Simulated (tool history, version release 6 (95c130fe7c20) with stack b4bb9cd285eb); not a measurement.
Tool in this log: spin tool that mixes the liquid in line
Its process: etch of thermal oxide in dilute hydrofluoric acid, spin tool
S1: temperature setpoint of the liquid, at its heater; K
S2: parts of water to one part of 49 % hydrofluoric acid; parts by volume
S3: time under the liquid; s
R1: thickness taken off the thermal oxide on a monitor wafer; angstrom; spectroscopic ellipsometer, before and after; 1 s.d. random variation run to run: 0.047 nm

{"run": 1, "hour": 0.0, "S1": 296.15, "S2": 240, "S3": 260, "R1": 44.481}
{"run": 2, "hour": 4.0, "S1": 298.15, "S2": 230, "S3": 260, "R1": 50.805}
{"run": 3, "hour": 5.7, "S1": 300.65, "S2": 230, "S3": 260, "R1": 54.523}
{"run": 4, "hour": 13.4, "S1": 300.65, "S2": 230, "S3": 280, "R1": 59.333}
{"run": 5, "hour": 20.6, "S1": 301.65, "S2": 225, "S3": 280, "R1": 63.167}
{"run": 6, "hour": 29.4, "S1": 301.65, "S2": 145, "S3": 280, "R1": 108.46}
{"run": 7, "hour": 34.0, "S1": 299.15, "S2": 150, "S3": 280, "R1": 93.037}

What will run 8 give?
{"run": 8, "hour": 42.0, "S1": 297.15, "S2": 150, "S3": 280, "R1": "?"}

Run 8 gave R1 87.087 angstrom.
